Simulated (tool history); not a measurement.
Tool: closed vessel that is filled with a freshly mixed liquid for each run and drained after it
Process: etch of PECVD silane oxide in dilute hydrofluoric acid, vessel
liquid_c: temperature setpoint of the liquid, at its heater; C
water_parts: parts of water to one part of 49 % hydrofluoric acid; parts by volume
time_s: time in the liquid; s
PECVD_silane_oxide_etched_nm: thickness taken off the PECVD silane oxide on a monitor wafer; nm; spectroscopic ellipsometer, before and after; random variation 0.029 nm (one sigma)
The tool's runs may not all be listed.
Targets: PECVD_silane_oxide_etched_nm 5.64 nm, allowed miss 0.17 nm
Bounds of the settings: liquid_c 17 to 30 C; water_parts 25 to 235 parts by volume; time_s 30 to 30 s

run 1 hour=0 | liquid_c=22 water_parts=130 time_s=30 | PECVD_silane_oxide_etched_nm=3.3879
run 2 hour=5.9 | liquid_c=25.5 water_parts=130 time_s=30 | PECVD_silane_oxide_etched_nm=3.8597
run 3 hour=10.8 | liquid_c=27 water_parts=120 time_s=30 | PECVD_silane_oxide_etched_nm=4.4856
run 4 hour=18.2 | liquid_c=28 water_parts=115 time_s=30 | PECVD_silane_oxide_etched_nm=4.9193
run 5 hour=20.9 | liquid_c=28.5 water_parts=115 time_s=30 | PECVD_silane_oxide_etched_nm=4.9921
run 6 hour=26.2 | liquid_c=28.5 water_parts=115 time_s=30 | PECVD_silane_oxide_etched_nm=4.9261
run 7 hour=29.8 | liquid_c=29 water_parts=110 time_s=30 | PECVD_silane_oxide_etched_nm=5.3794
run 8 hour=32.3 | liquid_c=29.5 water_parts=110 time_s=30 | PECVD_silane_oxide_etched_nm=5.4438

Which of these 4 next moves meets every target?
run A hour=34.8 | liquid_c=21.5 water_parts=80 time_s=30 | PECVD_silane_oxide_etched_nm=?
run B hour=34.8 | liquid_c=30 water_parts=115 time_s=30 | PECVD_silane_oxide_etched_nm=?
run C hour=34.8 | liquid_c=29 water_parts=110 time_s=30 | PECVD_silane_oxide_etched_nm=?
run D hour=34.8 | liquid_c=28 water_parts=110 time_s=30 | PECVD_silane_oxide_etched_nm=?

move=A PECVD_silane_oxide_etched_nm=5.7064
move=B PECVD_silane_oxide_etched_nm=5.2893
move=C PECVD_silane_oxide_etched_nm=5.364
move=D PECVD_silane_oxide_etched_nm=5.1656
A: meets every target
B: further off than the last run
C: further off than the last run
D: further off than the last run
Move A is the one to make.

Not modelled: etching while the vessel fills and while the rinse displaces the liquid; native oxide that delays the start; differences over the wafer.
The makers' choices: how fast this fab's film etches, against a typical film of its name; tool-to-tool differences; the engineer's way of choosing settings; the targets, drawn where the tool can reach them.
